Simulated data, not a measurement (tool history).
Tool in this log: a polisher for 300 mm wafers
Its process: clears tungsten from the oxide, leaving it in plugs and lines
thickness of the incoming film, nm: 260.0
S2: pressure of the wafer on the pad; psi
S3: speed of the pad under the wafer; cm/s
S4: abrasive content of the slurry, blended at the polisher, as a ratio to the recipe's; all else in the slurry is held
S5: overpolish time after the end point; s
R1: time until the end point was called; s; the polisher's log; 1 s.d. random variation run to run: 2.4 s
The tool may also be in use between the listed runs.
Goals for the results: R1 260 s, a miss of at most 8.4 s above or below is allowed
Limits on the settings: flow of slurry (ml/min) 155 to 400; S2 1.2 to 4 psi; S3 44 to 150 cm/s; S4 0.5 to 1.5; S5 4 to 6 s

run 1 hour=0 | flow_of_slurry_(ml/min)=255 S2=2.6 S3=96 S4=1 S5=6 | R1=95.542
run 2 hour=2.5 | flow_of_slurry_(ml/min)=255 S2=2.4 S3=90 S4=1 S5=6 | R1=109.19
run 3 hour=3.4 | flow_of_slurry_(ml/min)=255 S2=2.2 S3=84 S4=1 S5=6 | R1=127.82
run 4 hour=6.2 | flow_of_slurry_(ml/min)=255 S2=2 S3=80 S4=1 S5=6 | R1=144.92
run 5 hour=12.9 | flow_of_slurry_(ml/min)=255 S2=1.9 S3=76 S4=1 S5=6 | R1=160.13
run 6 hour=14.5 | flow_of_slurry_(ml/min)=195 S2=1.9 S3=76 S4=1 S5=6 | R1=160.15
run 7 hour=17.6 | flow_of_slurry_(ml/min)=195 S2=1.8 S3=74 S4=1 S5=6 | R1=172.31
run 8 hour=21.3 | flow_of_slurry_(ml/min)=195 S2=1.7 S3=72 S4=1 S5=6 | R1=188.03
run 9 hour=30 | flow_of_slurry_(ml/min)=190 S2=1.2 S3=62 S4=1 S5=6 | R1=299.59
run 10 hour=38.2 | flow_of_slurry_(ml/min)=190 S2=1.3 S3=62 S4=1 S5=6 | R1=271.63

4 candidate next runs follow, results not yet known. Just one meets every target within its allowed miss. Identify it.
run A hour=46.4 | flow_of_slurry_(ml/min)=225 S2=1.5 S3=54 S4=1 S5=6 | R1=?
run B hour=46.4 | flow_of_slurry_(ml/min)=260 S2=1.2 S3=66 S4=1 S5=4 | R1=?
run C hour=46.4 | flow_of_slurry_(ml/min)=175 S2=1.2 S3=68 S4=0.9 S5=6 | R1=?
run D hour=46.4 | flow_of_slurry_(ml/min)=165 S2=1.3 S3=60 S4=1.2 S5=6 | R1=?

move=A R1=263.02
move=B R1=275.84
move=C R1=284.31
move=D R1=276.02
A: in spec on every target
B: lands further from the targets than the last run did
C: lands further from the targets than the last run did
D: lands further from the targets than the last run did
The right move is A.

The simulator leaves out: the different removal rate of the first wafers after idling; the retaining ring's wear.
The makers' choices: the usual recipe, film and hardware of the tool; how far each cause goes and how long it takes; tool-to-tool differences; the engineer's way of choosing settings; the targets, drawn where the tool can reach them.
